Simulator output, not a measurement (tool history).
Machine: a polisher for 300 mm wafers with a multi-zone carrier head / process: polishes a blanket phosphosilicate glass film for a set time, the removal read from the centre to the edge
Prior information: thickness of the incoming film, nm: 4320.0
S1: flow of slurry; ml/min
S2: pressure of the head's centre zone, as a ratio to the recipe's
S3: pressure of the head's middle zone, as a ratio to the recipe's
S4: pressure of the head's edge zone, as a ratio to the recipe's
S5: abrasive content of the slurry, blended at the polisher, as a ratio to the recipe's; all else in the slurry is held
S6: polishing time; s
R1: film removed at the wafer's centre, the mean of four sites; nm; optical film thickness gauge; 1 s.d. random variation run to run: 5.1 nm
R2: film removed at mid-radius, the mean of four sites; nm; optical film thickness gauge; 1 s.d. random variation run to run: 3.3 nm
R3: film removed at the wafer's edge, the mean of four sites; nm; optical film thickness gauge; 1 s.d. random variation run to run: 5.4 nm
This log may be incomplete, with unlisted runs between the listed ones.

run,hour,S1,S2,S3,S4,S5,S6,R1,R2,R3
1,0.0,240,1.00,1.00,1.00,1.00,43,433.81,427.82,425.85
2,0.7,240,1.00,1.00,1.00,0.90,43,410.46,402.65,405.27
3,1.7,240,0.99,0.98,1.04,1.05,43,447.74,429.09,447.48
4,3.8,240,0.97,0.97,1.07,1.15,43,455.00,449.37,472.63
5,8.9,240,0.97,1.03,1.07,1.15,43,457.61,470.34,468.17
6,13.3,240,0.97,0.97,1.07,1.15,43,455.41,447.96,471.88
7,14.7,245,0.97,0.96,1.10,1.25,44,480.12,473.79,506.63

Expected results for the next run?
8,19.6,245,0.97,0.95,1.12,1.30,45,?,?,?

R1: 496.78 nm
R2: 487.54 nm
R3: 537.64 nm

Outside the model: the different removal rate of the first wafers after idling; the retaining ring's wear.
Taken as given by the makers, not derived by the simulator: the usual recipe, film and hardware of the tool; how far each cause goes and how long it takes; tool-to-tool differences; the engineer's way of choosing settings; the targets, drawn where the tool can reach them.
